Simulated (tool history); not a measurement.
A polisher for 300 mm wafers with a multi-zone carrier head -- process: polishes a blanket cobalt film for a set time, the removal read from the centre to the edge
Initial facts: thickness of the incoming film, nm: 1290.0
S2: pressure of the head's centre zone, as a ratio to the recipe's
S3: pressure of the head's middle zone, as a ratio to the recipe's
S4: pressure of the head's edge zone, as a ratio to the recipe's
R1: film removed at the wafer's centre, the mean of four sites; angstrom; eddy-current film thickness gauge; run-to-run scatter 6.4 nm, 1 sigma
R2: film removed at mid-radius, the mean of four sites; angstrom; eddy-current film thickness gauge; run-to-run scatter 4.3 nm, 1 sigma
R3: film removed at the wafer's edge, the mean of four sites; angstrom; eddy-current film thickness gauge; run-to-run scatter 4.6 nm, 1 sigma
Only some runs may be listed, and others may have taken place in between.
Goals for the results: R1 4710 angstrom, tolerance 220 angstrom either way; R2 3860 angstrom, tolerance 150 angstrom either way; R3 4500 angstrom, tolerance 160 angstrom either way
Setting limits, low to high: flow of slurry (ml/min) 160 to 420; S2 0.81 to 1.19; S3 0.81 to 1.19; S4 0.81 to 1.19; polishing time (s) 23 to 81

Run 1, hour 0: flow of slurry (ml/min) 270, S2 1, S3 1, S4 1, polishing time (s) 52. Result: R1 2984.1 angstrom, R2 2904.2 angstrom, R3 2918.2 angstrom.
Run 2, hour 1.1: flow of slurry (ml/min) 270, S2 1, S3 1, S4 1, polishing time (s) 41. Result: R1 2340.7 angstrom, R2 2289.6 angstrom, R3 2311.8 angstrom.
Run 3, hour 8.2: flow of slurry (ml/min) 275, S2 1.02, S3 0.98, S4 1.04, polishing time (s) 48. Result: R1 2772.6 angstrom, R2 2672.3 angstrom, R3 2764.4 angstrom.
Run 4, hour 12.8: flow of slurry (ml/min) 275, S2 1.02, S3 0.98, S4 1.04, polishing time (s) 59. Result: R1 3412.1 angstrom, R2 3299.7 angstrom, R3 3378.4 angstrom.
Run 5, hour 19.2: flow of slurry (ml/min) 275, S2 1.02, S3 0.98, S4 1.01, polishing time (s) 59. Result: R1 3485.1 angstrom, R2 3178.2 angstrom, R3 3323.3 angstrom.
At hour 21: worn pad replaced by a new one.
Run 6, hour 21: flow of slurry (ml/min) 280, S2 1.04, S3 0.96, S4 1.04, polishing time (s) 62. Result: R1 4009.7 angstrom, R2 3656.4 angstrom, R3 3899.1 angstrom.
Run 7, hour 29.3: flow of slurry (ml/min) 300, S2 1.05, S3 0.94, S4 1.05, polishing time (s) 62. Result: R1 4251.9 angstrom, R2 3697.7 angstrom, R3 3835.7 angstrom.
Run 8, hour 32.4: flow of slurry (ml/min) 285, S2 1.06, S3 0.92, S4 1.08, polishing time (s) 63. Result: R1 4258.6 angstrom, R2 3566.4 angstrom, R3 3997.1 angstrom.

Which single option among these 5 for the next run brings every result within its allowed miss of target? Just one does.
Run A, hour 35.5: flow of slurry (ml/min) 160, S2 1.11, S3 0.97, S4 1.19, polishing time (s) 59. Result: R1 ?, R2 ?, R3 ?.
Run B, hour 35.5: flow of slurry (ml/min) 350, S2 1.05, S3 0.96, S4 1.06, polishing time (s) 62. Result: R1 ?, R2 ?, R3 ?.
Run C, hour 35.5: flow of slurry (ml/min) 245, S2 1.07, S3 0.88, S4 1.12, polishing time (s) 70. Result: R1 ?, R2 ?, R3 ?.
Run D, hour 35.5: flow of slurry (ml/min) 265, S2 1.15, S3 0.97, S4 1.07, polishing time (s) 66. Result: R1 ?, R2 ?, R3 ?.
Run E, hour 35.5: flow of slurry (ml/min) 200, S2 1.07, S3 0.91, S4 1.17, polishing time (s) 65. Result: R1 ?, R2 ?, R3 ?.

move      R1      R2      R3
   A    3806  3263.2  3705.3
   B  4217.2  3749.3  3947.1
   C  4662.8  3799.5  4464.9
   D  4777.5  3918.6  4136.5
   E  4204.8  3532.8  4156.2
A: further off than the last run
B: further off than the last run
C: all results land within tolerance of their targets
D: gains on the last run, yet a result remains outside its allowed miss
E: gains on the last run, yet a result remains outside its allowed miss
C meets every target.
